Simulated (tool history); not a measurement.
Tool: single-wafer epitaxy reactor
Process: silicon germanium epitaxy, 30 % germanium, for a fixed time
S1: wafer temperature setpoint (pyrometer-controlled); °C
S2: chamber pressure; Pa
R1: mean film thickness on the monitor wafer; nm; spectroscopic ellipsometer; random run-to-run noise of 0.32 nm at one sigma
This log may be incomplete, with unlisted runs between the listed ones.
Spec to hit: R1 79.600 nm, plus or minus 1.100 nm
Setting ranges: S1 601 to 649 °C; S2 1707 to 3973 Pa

{"run": 1, "hour": 0.0, "S1": 625, "S2": 2840, "R1": 82.443}
{"run": 2, "hour": 7.0, "S1": 624, "S2": 2840, "R1": 81.445}
{"run": 3, "hour": 9.8, "S1": 629, "S2": 2840, "R1": 88.667}
{"run": 4, "hour": 15.0, "S1": 629, "S2": 3120, "R1": 90.963}
{"run": 5, "hour": 18.7, "S1": 627, "S2": 3120, "R1": 88.866}
{"run": 6, "hour": 25.8, "S1": 627, "S2": 2906, "R1": 86.673}
{"run": 7, "hour": 27.4, "S1": 626, "S2": 2906, "R1": 84.69}
{"hour": 28.1, "done": "pyrometer calibrated"}
{"run": 8, "hour": 28.1, "S1": 625, "S2": 2906, "R1": 90.742}
{"run": 9, "hour": 31.5, "S1": 628, "S2": 2706, "R1": 93.047}
{"run": 10, "hour": 37.8, "S1": 626, "S2": 2706, "R1": 89.243}
{"run": 11, "hour": 38.6, "S1": 624, "S2": 2706, "R1": 86.838}
{"run": 12, "hour": 39.5, "S1": 622, "S2": 2706, "R1": 84.513}
{"run": 13, "hour": 41.4, "S1": 621, "S2": 2720, "R1": 83.861}
{"run": 14, "hour": 46.9, "S1": 620, "S2": 2733, "R1": 82.098}
{"run": 15, "hour": 54.0, "S1": 619, "S2": 2733, "R1": 80.969}

5 next moves are on the table. One of them brings every result within its allowed miss. Which?
{"run": "A", "hour": 61.1, "S1": 618, "S2": 2693, "R1": "?"}
{"run": "B", "hour": 61.1, "S1": 619, "S2": 2986, "R1": "?"}
{"run": "C", "hour": 61.1, "S1": 620, "S2": 2866, "R1": "?"}
{"run": "D", "hour": 61.1, "S1": 621, "S2": 2586, "R1": "?"}
{"run": "E", "hour": 61.1, "S1": 620, "S2": 2720, "R1": "?"}

move=A R1=79.509
move=B R1=83.650
move=C R1=83.813
move=D R1=82.265
move=E R1=82.344
A: in spec on every target
B: its largest miss is bigger than the last run's
C: its largest miss is bigger than the last run's
D: its largest miss is bigger than the last run's
E: its largest miss is bigger than the last run's
Correct choice: A, which meets every target
